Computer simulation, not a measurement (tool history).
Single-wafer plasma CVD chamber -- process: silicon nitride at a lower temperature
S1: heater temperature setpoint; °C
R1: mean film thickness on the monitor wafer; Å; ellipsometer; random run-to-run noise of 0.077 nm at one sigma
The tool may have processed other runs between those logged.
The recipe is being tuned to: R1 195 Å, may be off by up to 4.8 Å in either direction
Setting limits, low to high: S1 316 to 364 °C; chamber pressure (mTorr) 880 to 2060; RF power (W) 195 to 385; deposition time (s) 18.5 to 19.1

run 1 day=0 | S1=340 chamber_pressure_(mTorr)=1470 RF_power_(W)=290 deposition_time_(s)=18.5 | R1=228.18
run 2 day=0.112 | S1=340 chamber_pressure_(mTorr)=1470 RF_power_(W)=290 deposition_time_(s)=19.1 | R1=236.4
run 3 day=0.45 | S1=349 chamber_pressure_(mTorr)=1470 RF_power_(W)=290 deposition_time_(s)=19.1 | R1=238.33
run 4 day=0.538 | S1=344 chamber_pressure_(mTorr)=1470 RF_power_(W)=290 deposition_time_(s)=19.1 | R1=236.64
run 5 day=0.729 | S1=344 chamber_pressure_(mTorr)=1470 RF_power_(W)=255 deposition_time_(s)=19.1 | R1=218.24
run 6 day=1 | S1=344 chamber_pressure_(mTorr)=1370 RF_power_(W)=250 deposition_time_(s)=19.1 | R1=212.33
run 7 day=1.188 | S1=344 chamber_pressure_(mTorr)=1300 RF_power_(W)=245 deposition_time_(s)=19.1 | R1=206.57
run 8 day=1.358 | S1=344 chamber_pressure_(mTorr)=1250 RF_power_(W)=240 deposition_time_(s)=19.1 | R1=202.1
run 9 day=1.575 | S1=344 chamber_pressure_(mTorr)=1220 RF_power_(W)=240 deposition_time_(s)=19.1 | R1=201.86

Which one of the following 4 next-run settings gets every result inside its allowed miss? There is exactly one.
run A day=1.792 | S1=323 chamber_pressure_(mTorr)=1260 RF_power_(W)=225 deposition_time_(s)=19 | R1=?
run B day=1.792 | S1=352 chamber_pressure_(mTorr)=1170 RF_power_(W)=265 deposition_time_(s)=19.1 | R1=?
run C day=1.792 | S1=346 chamber_pressure_(mTorr)=1210 RF_power_(W)=220 deposition_time_(s)=18.5 | R1=?
run D day=1.792 | S1=335 chamber_pressure_(mTorr)=1240 RF_power_(W)=255 deposition_time_(s)=19.1 | R1=?

move=A R1=194.02
move=B R1=211.22
move=C R1=182.71
move=D R1=210
A: meets every target
B: moves away from the targets compared with the last run
C: pushes the last run's worst result past its target
D: moves away from the targets compared with the last run
Answer: A

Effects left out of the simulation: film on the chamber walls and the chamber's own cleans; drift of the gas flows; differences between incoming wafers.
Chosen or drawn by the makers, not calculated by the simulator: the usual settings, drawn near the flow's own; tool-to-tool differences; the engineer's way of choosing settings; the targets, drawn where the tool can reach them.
